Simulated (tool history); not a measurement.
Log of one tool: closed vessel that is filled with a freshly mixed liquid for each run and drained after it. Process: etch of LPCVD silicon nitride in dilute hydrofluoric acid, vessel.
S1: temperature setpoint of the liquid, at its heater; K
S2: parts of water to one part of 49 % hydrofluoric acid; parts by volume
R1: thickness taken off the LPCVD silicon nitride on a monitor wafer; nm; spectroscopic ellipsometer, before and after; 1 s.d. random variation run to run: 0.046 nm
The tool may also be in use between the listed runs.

run 1 hour=0.0 | S1=298.15 S2=130 time_in_the_liquid_(s)=1005 | R1=4.2702
run 2 hour=3.7 | S1=298.15 S2=130 time_in_the_liquid_(s)=795 | R1=3.3899
run 3 hour=9.9 | S1=298.15 S2=130 time_in_the_liquid_(s)=1005 | R1=4.3476
run 4 hour=18.5 | S1=299.65 S2=130 time_in_the_liquid_(s)=1005 | R1=4.7338
run 5 hour=25.4 | S1=299.65 S2=130 time_in_the_liquid_(s)=1005 | R1=4.7035
run 6 hour=32.9 | S1=301.15 S2=130 time_in_the_liquid_(s)=1005 | R1=5.1905
run 7 hour=41.7 | S1=302.65 S2=130 time_in_the_liquid_(s)=1005 | R1=5.7507
run 8 hour=44.5 | S1=303.65 S2=130 time_in_the_liquid_(s)=1005 | R1=6.0533
run 9 hour=54.4 | S1=304.15 S2=130 time_in_the_liquid_(s)=1005 | R1=6.2595

For run 10, what comes out?
run 10 hour=58.5 | S1=304.65 S2=130 time_in_the_liquid_(s)=1005 | R1=?

Run 10 gave R1 6.4284 nm.
